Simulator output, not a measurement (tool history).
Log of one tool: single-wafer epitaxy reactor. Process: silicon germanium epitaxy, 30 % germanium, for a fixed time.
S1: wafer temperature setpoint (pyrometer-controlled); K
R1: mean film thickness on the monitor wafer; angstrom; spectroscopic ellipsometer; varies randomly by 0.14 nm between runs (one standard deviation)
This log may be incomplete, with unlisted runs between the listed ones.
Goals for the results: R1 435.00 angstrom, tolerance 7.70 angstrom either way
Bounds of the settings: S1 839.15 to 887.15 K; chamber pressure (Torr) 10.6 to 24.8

Run 1, hour 0.0: S1 863.15 K, chamber pressure (Torr) 17.7. Result: R1 483.14 angstrom.
Run 2, hour 7.1: S1 861.15 K, chamber pressure (Torr) 17.7. Result: R1 468.10 angstrom.
Run 3, hour 10.1: S1 861.15 K, chamber pressure (Torr) 20.9. Result: R1 503.43 angstrom.
Run 4, hour 11.4: S1 851.15 K, chamber pressure (Torr) 20.9. Result: R1 423.08 angstrom.
Run 5, hour 12.3: S1 840.15 K, chamber pressure (Torr) 20.9. Result: R1 352.44 angstrom.
Run 6, hour 13.2: S1 844.15 K, chamber pressure (Torr) 21.0. Result: R1 378.62 angstrom.
Run 7, hour 20.0: S1 847.15 K, chamber pressure (Torr) 21.0. Result: R1 398.64 angstrom.
Run 8, hour 23.1: S1 849.15 K, chamber pressure (Torr) 21.0. Result: R1 414.26 angstrom.
Run 9, hour 27.0: S1 850.15 K, chamber pressure (Torr) 21.0. Result: R1 418.45 angstrom.
Run 10, hour 28.7: S1 851.15 K, chamber pressure (Torr) 21.0. Result: R1 426.84 angstrom.

Below are 4 possible settings for the next run. Only one of them brings all results inside the allowed miss of their targets. Which is it?
Run A, hour 30.4: S1 852.15 K, chamber pressure (Torr) 23.1. Result: R1 ?.
Run B, hour 30.4: S1 855.15 K, chamber pressure (Torr) 20.4. Result: R1 ?.
Run C, hour 30.4: S1 848.15 K, chamber pressure (Torr) 24.8. Result: R1 ?.
Run D, hour 30.4: S1 850.15 K, chamber pressure (Torr) 20.9. Result: R1 ?.

move      R1
   A  450.57
   B  448.83
   C  434.26
   D  417.06
A: carries the result that was furthest off beyond its target, to the other side
B: carries the result that was furthest off beyond its target, to the other side
C: each result inside its tolerance
D: the biggest miss grows against the last run
The right move is C.
